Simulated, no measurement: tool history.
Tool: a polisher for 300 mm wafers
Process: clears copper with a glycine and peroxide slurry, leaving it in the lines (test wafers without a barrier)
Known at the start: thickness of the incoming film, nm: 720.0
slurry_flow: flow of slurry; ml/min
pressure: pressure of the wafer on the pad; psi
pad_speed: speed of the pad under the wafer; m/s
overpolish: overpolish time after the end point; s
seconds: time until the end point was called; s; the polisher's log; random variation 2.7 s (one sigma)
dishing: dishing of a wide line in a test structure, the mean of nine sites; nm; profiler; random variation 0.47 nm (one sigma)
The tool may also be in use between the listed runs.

| run | hour | slurry_flow | pressure | pad_speed | overpolish | seconds | dishing |
|---|---|---|---|---|---|---|---|
| 1 | 0.0 | 225 | 3.1 | 1.06 | 15 | 127.04 | 39.534 |
| 2 | 1.1 | 225 | 2.9 | 1.06 | 14 | 137.44 | 36.499 |
| 3 | 8.1 | 225 | 2.8 | 1.06 | 13 | 140.86 | 34.382 |
| 4 | 12.2 | 225 | 2.8 | 1.06 | 15 | 139.02 | 38.349 |
| 5 | 17.8 | 185 | 2.8 | 1.06 | 15 | 143.85 | 36.519 |
| 6 | 23.4 | 185 | 2.8 | 0.92 | 15 | 155.35 | 32.902 |
| 7 | 24.4 | 185 | 2.8 | 0.90 | 14 | 158.42 | 32.777 |
| 8 | 30.9 | 185 | 2.8 | 0.90 | 14 | 159.94 | 32.509 |
| 9 | 32.4 | 185 | 2.8 | 0.90 | 13 | 155.84 | 31.731 |
| 10 | 36.6 | 185 | 2.7 | 0.90 | 12 | 164.27 | 28.512 |

The next listed run, before its measurement:
| 11 | 38.0 | 185 | 2.7 | 0.90 | 11 | ? | ? |

seconds: 161.62 s
dishing: 27.046 nm

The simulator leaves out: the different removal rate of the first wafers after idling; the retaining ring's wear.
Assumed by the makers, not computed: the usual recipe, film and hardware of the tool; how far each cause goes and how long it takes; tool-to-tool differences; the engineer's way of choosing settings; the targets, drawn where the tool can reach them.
